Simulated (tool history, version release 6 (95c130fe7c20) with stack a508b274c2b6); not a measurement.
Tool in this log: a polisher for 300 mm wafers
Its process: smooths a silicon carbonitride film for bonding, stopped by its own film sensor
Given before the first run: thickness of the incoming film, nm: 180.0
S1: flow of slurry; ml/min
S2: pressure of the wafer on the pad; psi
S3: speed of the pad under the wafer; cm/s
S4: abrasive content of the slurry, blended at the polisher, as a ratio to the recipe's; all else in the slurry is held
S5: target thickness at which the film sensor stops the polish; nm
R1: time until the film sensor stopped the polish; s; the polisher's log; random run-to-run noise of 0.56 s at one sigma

run,day,S1,S2,S3,S4,S5,R1
1,0.000,315,1.5,68,1.0,167,83.321
2,0.167,315,1.6,68,1.0,167,76.689
3,0.354,315,1.6,76,1.0,167,72.104
4,0.600,315,1.3,76,1.0,167,87.070
5,0.812,315,1.4,76,1.0,167,82.753
6,1.096,270,1.4,76,1.0,167,83.270

What will run 7 give?
7,1.450,270,1.5,76,1.0,167,?

Run 7 gave R1 77.650 s.
